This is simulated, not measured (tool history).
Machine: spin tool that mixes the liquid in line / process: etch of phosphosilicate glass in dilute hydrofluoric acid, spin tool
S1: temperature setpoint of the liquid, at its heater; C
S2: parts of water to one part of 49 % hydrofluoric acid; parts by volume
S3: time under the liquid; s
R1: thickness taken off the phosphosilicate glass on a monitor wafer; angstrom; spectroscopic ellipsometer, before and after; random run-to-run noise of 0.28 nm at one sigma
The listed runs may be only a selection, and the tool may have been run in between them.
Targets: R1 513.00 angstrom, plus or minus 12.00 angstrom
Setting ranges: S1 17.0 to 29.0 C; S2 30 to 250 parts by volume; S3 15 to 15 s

| run | hour | S1 | S2 | S3 | R1 |
|---|---|---|---|---|---|
| 1 | 0.0 | 21.0 | 140 | 15 | 176.87 |
| 2 | 2.3 | 21.0 | 155 | 15 | 156.30 |
| 3 | 7.8 | 22.0 | 140 | 15 | 183.21 |
| 4 | 15.0 | 22.0 | 165 | 15 | 150.95 |
| 5 | 21.2 | 23.0 | 145 | 15 | 183.12 |
| 6 | 27.7 | 23.0 | 190 | 15 | 131.17 |
| 7 | 29.2 | 24.0 | 165 | 15 | 161.90 |
| 8 | 30.9 | 25.0 | 145 | 15 | 198.02 |
| 9 | 37.6 | 29.0 | 90 | 15 | 397.10 |
| 10 | 41.5 | 29.0 | 85 | 15 | 422.13 |
| 11 | 46.5 | 29.0 | 80 | 15 | 452.50 |

4 next moves are on the table. One of them brings every result within its allowed miss. Which?
| A | 51.5 | 26.5 | 65 | 15 | ? |
| B | 51.5 | 29.0 | 75 | 15 | ? |
| C | 51.5 | 26.5 | 75 | 15 | ? |
| D | 51.5 | 29.0 | 95 | 15 | ? |

| move | R1 |
|---|---|
| A | 510.48 |
| B | 481.20 |
| C | 436.40 |
| D | 369.29 |
A: each result inside its tolerance
B: nearer the targets than the last run, but a result is still out of spec
C: moves away from the targets compared with the last run
D: moves away from the targets compared with the last run
Answer: A
